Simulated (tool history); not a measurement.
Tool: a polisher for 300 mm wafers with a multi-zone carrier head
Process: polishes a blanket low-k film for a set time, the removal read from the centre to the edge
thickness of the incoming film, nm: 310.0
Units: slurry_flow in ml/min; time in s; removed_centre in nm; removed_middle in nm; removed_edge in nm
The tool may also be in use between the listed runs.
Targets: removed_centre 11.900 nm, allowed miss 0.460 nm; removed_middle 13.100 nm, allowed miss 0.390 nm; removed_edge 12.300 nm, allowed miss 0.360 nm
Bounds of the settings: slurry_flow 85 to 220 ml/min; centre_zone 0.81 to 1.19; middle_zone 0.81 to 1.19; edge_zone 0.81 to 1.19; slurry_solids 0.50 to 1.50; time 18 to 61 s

run  hour  slurry_flow  centre_zone  middle_zone  edge_zone  slurry_solids  time  removed_centre  removed_middle  removed_edge
  1   0.0          140         1.00         1.00       1.00           1.00    39          16.180          14.889        14.758
  2   3.8          120         1.00         1.00       1.00           1.00    39          16.368          14.551        14.512
  3   7.4          120         1.00         1.00       1.00           1.00    49          20.225          18.087        18.224
  4  15.8          105         1.00         1.00       1.00           1.00    49          19.599          17.735        18.205
  5  24.0          105         1.00         1.00       1.00           0.85    49          18.646          17.280        17.068
  6  24.8          105         1.00         0.91       1.00           0.85    49          18.585          15.897        17.210
  7  31.4          105         0.96         0.92       0.97           0.75    48          17.132          15.167        16.039
  8  36.8           85         0.86         1.02       0.92           0.50    41          10.860          12.118        11.760
     40.5  -- centre zone pressure recalibrated
  9  40.5           95         0.86         1.03       0.92           0.50    41          10.723          12.493        11.914

4 next moves are on the table. One of them brings every result within its allowed miss. Which?
  A  44.2          100         0.81         0.99       0.88           0.50    41               ?               ?             ?
  B  44.2           90         0.97         1.07       0.85           0.60    38               ?               ?             ?
  C  44.2           85         0.91         1.03       0.88           0.55    43               ?               ?             ?
  D  44.2           85         1.03         1.00       1.01           0.50    40               ?               ?             ?

move  removed_centre  removed_middle  removed_edge
   A          10.318          12.170        11.852
   B          11.680          12.284        11.126
   C          11.944          13.010        12.402
   D          12.302          11.532        11.990
A: further off than the last run
B: brings the result that was furthest off to its target, and leaves another outside
C: meets every target
D: brings the result that was furthest off to its target, and leaves another outside
The right move is C.
